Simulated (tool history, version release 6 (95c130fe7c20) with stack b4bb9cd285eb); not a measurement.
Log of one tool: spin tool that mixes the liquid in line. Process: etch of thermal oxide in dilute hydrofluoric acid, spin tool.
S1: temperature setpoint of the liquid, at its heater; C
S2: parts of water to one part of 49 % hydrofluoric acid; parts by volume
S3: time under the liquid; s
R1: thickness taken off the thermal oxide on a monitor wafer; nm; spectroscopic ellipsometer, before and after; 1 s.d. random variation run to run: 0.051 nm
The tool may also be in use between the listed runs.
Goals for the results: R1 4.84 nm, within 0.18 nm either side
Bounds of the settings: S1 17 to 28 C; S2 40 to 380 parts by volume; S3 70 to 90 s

Run 1, hour 0: S1 20 C, S2 210 parts by volume, S3 90 s. Result: R1 1.5496 nm.
Run 2, hour 2.5: S1 20 C, S2 210 parts by volume, S3 70 s. Result: R1 1.2153 nm.
Run 3, hour 11.1: S1 20 C, S2 210 parts by volume, S3 70 s. Result: R1 1.2296 nm.
Run 4, hour 16.2: S1 20 C, S2 260 parts by volume, S3 70 s. Result: R1 0.94004 nm.
Run 5, hour 19.8: S1 20 C, S2 260 parts by volume, S3 90 s. Result: R1 1.2305 nm.
Run 6, hour 25.6: S1 21 C, S2 260 parts by volume, S3 90 s. Result: R1 1.2538 nm.
Run 7, hour 33: S1 23 C, S2 205 parts by volume, S3 90 s. Result: R1 1.8139 nm.
Run 8, hour 36.5: S1 24.5 C, S2 165 parts by volume, S3 90 s. Result: R1 2.5214 nm.
Run 9, hour 39.1: S1 25.5 C, S2 145 parts by volume, S3 90 s. Result: R1 3.0085 nm.
Run 10, hour 43.4: S1 26 C, S2 130 parts by volume, S3 90 s. Result: R1 3.5297 nm.
Run 11, hour 51.3: S1 26.5 C, S2 120 parts by volume, S3 90 s. Result: R1 3.9249 nm.
Run 12, hour 52.3: S1 27 C, S2 115 parts by volume, S3 90 s. Result: R1 4.2468 nm.
Run 13, hour 55.6: S1 27.5 C, S2 110 parts by volume, S3 90 s. Result: R1 4.4904 nm.
Run 14, hour 64.2: S1 28 C, S2 100 parts by volume, S3 90 s. Result: R1 5.0572 nm.

Consider the 4 candidate settings below. Which is the only one whose results all fall within their allowed miss of target?
Run A, hour 72.8: S1 24 C, S2 100 parts by volume, S3 90 s. Result: R1 ?.
Run B, hour 72.8: S1 28 C, S2 85 parts by volume, S3 70 s. Result: R1 ?.
Run C, hour 72.8: S1 27.5 C, S2 110 parts by volume, S3 90 s. Result: R1 ?.
Run D, hour 72.8: S1 26 C, S2 105 parts by volume, S3 90 s. Result: R1 ?.

move      R1
   A  4.3697
   B  4.7683
   C  4.4934
   D  4.4727
A: takes the result that was furthest off past its target
B: every result within its allowed miss
C: takes the result that was furthest off past its target
D: takes the result that was furthest off past its target
So the answer is move B, the one that meets all the targets.

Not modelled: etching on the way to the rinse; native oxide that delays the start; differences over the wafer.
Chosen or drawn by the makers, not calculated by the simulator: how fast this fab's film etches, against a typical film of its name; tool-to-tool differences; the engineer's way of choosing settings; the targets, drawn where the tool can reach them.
